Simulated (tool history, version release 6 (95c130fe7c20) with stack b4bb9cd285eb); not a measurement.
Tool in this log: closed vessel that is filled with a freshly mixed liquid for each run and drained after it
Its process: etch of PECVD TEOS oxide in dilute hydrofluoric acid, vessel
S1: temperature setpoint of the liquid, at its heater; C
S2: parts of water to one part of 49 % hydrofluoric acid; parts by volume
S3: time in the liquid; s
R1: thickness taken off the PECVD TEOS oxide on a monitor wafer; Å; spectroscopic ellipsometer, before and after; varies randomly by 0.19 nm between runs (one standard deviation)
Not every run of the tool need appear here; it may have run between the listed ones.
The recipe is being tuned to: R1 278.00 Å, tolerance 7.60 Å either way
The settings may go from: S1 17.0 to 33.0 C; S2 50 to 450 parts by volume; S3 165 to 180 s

run	hour	S1	S2	S3	R1
1	0.0	25.0	250	165	171.43
2	0.9	27.5	250	165	185.40
3	1.7	31.0	250	165	208.61
4	5.6	29.5	250	165	198.19
5	12.3	30.5	235	165	225.10
6	18.5	33.0	235	165	242.05
7	27.4	33.0	230	165	247.74
8	33.9	33.0	225	165	255.21
9	34.4	33.0	220	165	266.99

Pick the move, out of 5, that brings all results within their allowed miss; only one does.
A	34.9	33.0	230	165	?
B	34.9	26.5	185	165	?
C	34.9	33.0	220	175	?
D	34.9	32.5	220	165	?
E	34.9	29.5	195	180	?

move	R1
A	249.85
B	262.16
C	280.57
D	260.21
E	298.35
A: further off than the last run
B: further off than the last run
C: meets every target
D: further off than the last run
E: moves the result that the last run missed by most past its target, out the other side
So the answer is move C, the one that meets all the targets.
